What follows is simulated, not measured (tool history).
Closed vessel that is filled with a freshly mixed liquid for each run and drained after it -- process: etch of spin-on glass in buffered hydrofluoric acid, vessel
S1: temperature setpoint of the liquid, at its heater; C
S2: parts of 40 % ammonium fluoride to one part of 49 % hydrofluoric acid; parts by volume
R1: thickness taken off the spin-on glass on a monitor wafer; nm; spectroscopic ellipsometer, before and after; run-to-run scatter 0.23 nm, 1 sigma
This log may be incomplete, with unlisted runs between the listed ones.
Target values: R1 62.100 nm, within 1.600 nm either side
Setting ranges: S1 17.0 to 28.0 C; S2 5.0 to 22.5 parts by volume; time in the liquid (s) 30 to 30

{"run": 1, "hour": 0.0, "S1": 20.0, "S2": 13.5, "time in the liquid (s)": 30, "R1": 44.44}
{"run": 2, "hour": 4.2, "S1": 22.5, "S2": 13.5, "time in the liquid (s)": 30, "R1": 51.189}
{"run": 3, "hour": 9.5, "S1": 22.5, "S2": 10.0, "time in the liquid (s)": 30, "R1": 68.021}
{"run": 4, "hour": 16.6, "S1": 22.5, "S2": 7.5, "time in the liquid (s)": 30, "R1": 89.56}
{"run": 5, "hour": 22.1, "S1": 22.5, "S2": 7.5, "time in the liquid (s)": 30, "R1": 88.612}
{"run": 6, "hour": 26.4, "S1": 21.5, "S2": 7.5, "time in the liquid (s)": 30, "R1": 84.593}
{"run": 7, "hour": 27.8, "S1": 21.5, "S2": 7.5, "time in the liquid (s)": 30, "R1": 83.936}
{"run": 8, "hour": 30.3, "S1": 20.5, "S2": 7.5, "time in the liquid (s)": 30, "R1": 80.084}
{"run": 9, "hour": 38.2, "S1": 20.0, "S2": 7.5, "time in the liquid (s)": 30, "R1": 77.042}
{"run": 10, "hour": 40.6, "S1": 20.0, "S2": 7.5, "time in the liquid (s)": 30, "R1": 77.558}
{"run": 11, "hour": 48.8, "S1": 20.0, "S2": 7.5, "time in the liquid (s)": 30, "R1": 77.339}
{"run": 12, "hour": 53.5, "S1": 19.5, "S2": 7.5, "time in the liquid (s)": 30, "R1": 75.188}
{"run": 13, "hour": 58.7, "S1": 19.0, "S2": 7.5, "time in the liquid (s)": 30, "R1": 72.806}
{"run": 14, "hour": 65.1, "S1": 18.5, "S2": 7.5, "time in the liquid (s)": 30, "R1": 71.016}
{"run": 15, "hour": 70.9, "S1": 18.0, "S2": 7.5, "time in the liquid (s)": 30, "R1": 68.922}

5 candidate next runs follow, results not yet known. Just one meets every target within its allowed miss. Identify it.
{"run": "A", "hour": 76.7, "S1": 18.0, "S2": 8.0, "time in the liquid (s)": 30, "R1": "?"}
{"run": "B", "hour": 76.7, "S1": 17.5, "S2": 8.0, "time in the liquid (s)": 30, "R1": "?"}
{"run": "C", "hour": 76.7, "S1": 21.0, "S2": 7.5, "time in the liquid (s)": 30, "R1": "?"}
{"run": "D", "hour": 76.7, "S1": 17.0, "S2": 7.5, "time in the liquid (s)": 30, "R1": "?"}
{"run": "E", "hour": 76.7, "S1": 19.0, "S2": 7.5, "time in the liquid (s)": 30, "R1": "?"}

move=A R1=64.360
move=B R1=62.533
move=C R1=81.868
move=D R1=65.151
move=E R1=73.089
A: better than the last run, though not everything is in spec
B: hits every target within its allowed miss
C: lands further from the targets than the last run did
D: better than the last run, though not everything is in spec
E: lands further from the targets than the last run did
Correct choice: B, which meets every target

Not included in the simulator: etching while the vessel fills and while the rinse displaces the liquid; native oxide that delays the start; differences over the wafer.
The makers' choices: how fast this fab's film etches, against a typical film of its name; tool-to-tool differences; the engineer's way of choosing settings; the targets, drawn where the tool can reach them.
